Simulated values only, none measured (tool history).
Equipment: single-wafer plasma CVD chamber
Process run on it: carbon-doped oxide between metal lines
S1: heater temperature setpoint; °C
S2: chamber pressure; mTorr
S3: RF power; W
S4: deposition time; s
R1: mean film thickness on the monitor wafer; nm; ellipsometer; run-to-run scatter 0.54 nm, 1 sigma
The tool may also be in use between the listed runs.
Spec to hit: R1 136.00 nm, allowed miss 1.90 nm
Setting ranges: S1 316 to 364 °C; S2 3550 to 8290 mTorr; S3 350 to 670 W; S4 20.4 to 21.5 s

run  hour   S1    S2   S3    S4      R1
  1   0.0  340  5920  510  21.5  117.25
  2   8.9  340  5920  460  21.5  108.51
  3  11.7  336  6260  480  21.5  114.92
  4  16.4  336  6260  425  21.5  103.81
  5  22.5  333  6540  450  21.5  110.65
  6  23.1  330  6820  470  21.5  115.23
  7  24.2  328  6990  490  21.5  119.70
  8  25.5  326  7140  505  21.5  124.26
  9  28.3  324  7280  515  21.5  125.78
 10  32.3  323  7400  525  21.5  128.12
 11  40.9  322  7490  530  21.5  129.19

4 candidate next runs follow, results not yet known. Just one meets every target within its allowed miss. Identify it.
  A  49.5  316  7560  595  21.3   ?
  B  49.5  316  7270  565  21.2   ?
  C  49.5  323  8160  540  21.5   ?
  D  49.5  326  5740  570  21.5   ?

move      R1
   A  142.45
   B  136.70
   C  132.27
   D  132.38
A: moves the result that the last run missed by most past its target, out the other side
B: every result lands within tolerance
C: nearer the targets than the last run, but a result is still out of spec
D: nearer the targets than the last run, but a result is still out of spec
Move B is the one to make.

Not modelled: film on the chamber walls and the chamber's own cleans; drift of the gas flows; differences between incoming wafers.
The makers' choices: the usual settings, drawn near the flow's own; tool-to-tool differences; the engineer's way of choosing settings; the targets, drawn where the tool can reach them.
